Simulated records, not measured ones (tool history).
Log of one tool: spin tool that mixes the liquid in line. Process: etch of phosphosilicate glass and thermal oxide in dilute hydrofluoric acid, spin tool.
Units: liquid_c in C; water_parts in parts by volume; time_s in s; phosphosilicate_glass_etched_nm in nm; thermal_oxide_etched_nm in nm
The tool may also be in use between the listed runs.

run,hour,liquid_c,water_parts,time_s,phosphosilicate_glass_etched_nm,thermal_oxide_etched_nm
1,0.0,22.0,155,45,33.697,1.15500
2,5.4,22.0,110,45,49.878,1.76410
3,9.3,22.0,70,45,81.342,2.68440
4,10.4,21.0,100,45,53.637,1.81930
5,16.8,21.0,100,30,35.298,1.29990
6,24.5,19.0,100,30,32.213,1.14560
7,25.3,18.5,120,30,26.131,0.88588
8,33.7,18.5,185,25,13.261,0.45531
9,41.2,18.5,190,25,12.764,0.46590
10,43.7,18.0,195,25,12.193,0.43313
11,47.5,18.0,200,25,11.884,0.41501
12,54.3,18.0,205,25,11.603,0.40433
13,56.0,18.0,210,25,11.160,0.38237

Forecast run 14:
14,61.9,18.0,215,25,?,?

{"run 14": {"phosphosilicate_glass_etched_nm": 10.657, "thermal_oxide_etched_nm": 0.39162}}

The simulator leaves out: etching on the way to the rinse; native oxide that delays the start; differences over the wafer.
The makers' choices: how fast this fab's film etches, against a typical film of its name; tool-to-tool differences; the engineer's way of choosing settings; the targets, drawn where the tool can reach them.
